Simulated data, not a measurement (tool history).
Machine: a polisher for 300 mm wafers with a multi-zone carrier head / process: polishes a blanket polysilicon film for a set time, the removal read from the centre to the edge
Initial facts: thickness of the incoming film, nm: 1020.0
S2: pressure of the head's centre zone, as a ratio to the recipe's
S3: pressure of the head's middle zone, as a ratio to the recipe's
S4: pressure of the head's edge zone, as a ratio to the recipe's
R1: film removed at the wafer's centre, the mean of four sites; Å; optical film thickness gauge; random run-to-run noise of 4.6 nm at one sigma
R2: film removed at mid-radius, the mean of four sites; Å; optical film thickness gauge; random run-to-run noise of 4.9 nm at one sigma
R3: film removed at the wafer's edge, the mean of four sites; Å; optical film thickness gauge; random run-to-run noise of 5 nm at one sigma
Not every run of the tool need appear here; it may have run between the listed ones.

Run 1, day 0.000: flow of slurry (ml/min) 165, S2 1.00, S3 1.00, S4 1.00, polishing time (s) 34. Result: R1 4264.9 Å, R2 4120.2 Å, R3 4325.9 Å.
Run 2, day 0.217: flow of slurry (ml/min) 165, S2 1.00, S3 1.00, S4 1.00, polishing time (s) 26. Result: R1 3286.1 Å, R2 3119.9 Å, R3 3280.7 Å.
Run 3, day 0.554: flow of slurry (ml/min) 170, S2 0.97, S3 0.99, S4 1.05, polishing time (s) 28. Result: R1 3346.6 Å, R2 3264.8 Å, R3 3699.9 Å.
Run 4, day 0.658: flow of slurry (ml/min) 180, S2 0.96, S3 1.01, S4 1.08, polishing time (s) 29. Result: R1 3494.3 Å, R2 3530.4 Å, R3 3903.7 Å.
Run 5, day 0.879: flow of slurry (ml/min) 190, S2 0.95, S3 1.01, S4 1.11, polishing time (s) 29. Result: R1 3473.3 Å, R2 3587.8 Å, R3 3929.8 Å.
Run 6, day 0.958: flow of slurry (ml/min) 190, S2 0.94, S3 1.00, S4 1.13, polishing time (s) 30. Result: R1 3594.2 Å, R2 3669.6 Å, R3 4131.6 Å.
Run 7, day 1.242: flow of slurry (ml/min) 190, S2 0.92, S3 0.99, S4 1.15, polishing time (s) 31. Result: R1 3581.4 Å, R2 3903.4 Å, R3 4289.8 Å.
Run 8, day 1.608: flow of slurry (ml/min) 185, S2 0.92, S3 0.95, S4 1.16, polishing time (s) 31. Result: R1 3650.7 Å, R2 3680.6 Å, R3 4324.2 Å.
Run 9, day 1.883: flow of slurry (ml/min) 185, S2 0.91, S3 0.94, S4 1.17, polishing time (s) 31. Result: R1 3616.5 Å, R2 3607.8 Å, R3 4292.6 Å.
Run 10, day 2.225: flow of slurry (ml/min) 185, S2 0.89, S3 0.94, S4 1.18, polishing time (s) 31. Result: R1 3516.7 Å, R2 3643.4 Å, R3 4342.6 Å.
Run 11, day 2.471: flow of slurry (ml/min) 185, S2 0.88, S3 0.94, S4 1.18, polishing time (s) 31. Result: R1 3461.1 Å, R2 3614.1 Å, R3 4401.9 Å.

The next listed run, before its measurement:
Run 12, day 2.750: flow of slurry (ml/min) 190, S2 0.88, S3 0.94, S4 1.18, polishing time (s) 31. Result: R1 ?, R2 ?, R3 ?.

R1: 3505.3 Å
R2: 3688.5 Å
R3: 4357.9 Å

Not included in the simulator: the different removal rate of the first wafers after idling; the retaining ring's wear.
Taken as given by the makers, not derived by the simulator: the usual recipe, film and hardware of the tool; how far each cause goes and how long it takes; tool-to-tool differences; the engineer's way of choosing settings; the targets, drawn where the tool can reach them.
